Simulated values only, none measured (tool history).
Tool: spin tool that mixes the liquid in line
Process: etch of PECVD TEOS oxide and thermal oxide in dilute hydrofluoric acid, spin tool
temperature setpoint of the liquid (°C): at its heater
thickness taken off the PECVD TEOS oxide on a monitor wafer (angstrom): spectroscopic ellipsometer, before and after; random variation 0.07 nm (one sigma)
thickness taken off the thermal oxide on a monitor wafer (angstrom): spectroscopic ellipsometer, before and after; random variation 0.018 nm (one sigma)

| run | day | temperature setpoint of the liquid (°C) | parts of water to one part of 49 % hydrofluoric acid (parts by volume) | time under the liquid (s) | thickness taken off the PECVD TEOS oxide on a monitor wafer (angstrom) | thickness taken off the thermal oxide on a monitor wafer (angstrom) |
|---|---|---|---|---|---|---|
| 1 | 0.000 | 24.0 | 125 | 180 | 227.75 | 58.860 |
| 2 | 0.062 | 23.0 | 140 | 180 | 193.60 | 49.689 |
| 3 | 0.288 | 22.0 | 150 | 180 | 171.55 | 43.850 |
| 4 | 0.654 | 22.0 | 150 | 140 | 132.17 | 34.540 |
| 5 | 1.008 | 22.0 | 170 | 140 | 113.78 | 29.994 |
| 6 | 1.179 | 22.0 | 170 | 210 | 173.67 | 44.637 |

Run 7 comes next. What will it give?
| 7 | 1.338 | 21.5 | 175 | 205 | ? | ? |

Run 7 gave thickness taken off the PECVD TEOS oxide on a monitor wafer (angstrom) 157.05, thickness taken off the thermal oxide on a monitor wafer (angstrom) 40.855.
